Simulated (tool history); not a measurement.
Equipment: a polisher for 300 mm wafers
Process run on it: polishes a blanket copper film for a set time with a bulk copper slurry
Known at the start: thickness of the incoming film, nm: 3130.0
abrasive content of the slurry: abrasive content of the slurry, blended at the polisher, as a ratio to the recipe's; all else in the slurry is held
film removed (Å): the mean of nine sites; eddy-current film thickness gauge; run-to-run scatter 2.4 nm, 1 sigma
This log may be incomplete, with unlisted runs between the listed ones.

run,hour,flow of slurry (ml/min),pressure of the wafer on the pad (kPa),speed of the pad under the wafer (cm/s),abrasive content of the slurry,polishing time (s),film removed (Å)
1,0,200,16.5,110,1,52,4540.8
2,3.1,195,15.9,110,1,52,4337.9
3,5.4,190,15.9,110,1,52,4335.4
4,10.6,190,15.9,110,1,52,4319
5,16.2,185,15.9,110,1,52,4307.7
6,20,185,15.9,128,1,52,4978.7
7,28.7,185,15.9,128,1,52,4985.8
8,35.3,180,15.2,128,1,52,4753.9

Run 9, settings as shown, results not yet in. Your forecast:
9,44.1,175,14.5,128,1,52,?

{"run 9": {"film removed (Å)": 4635}}
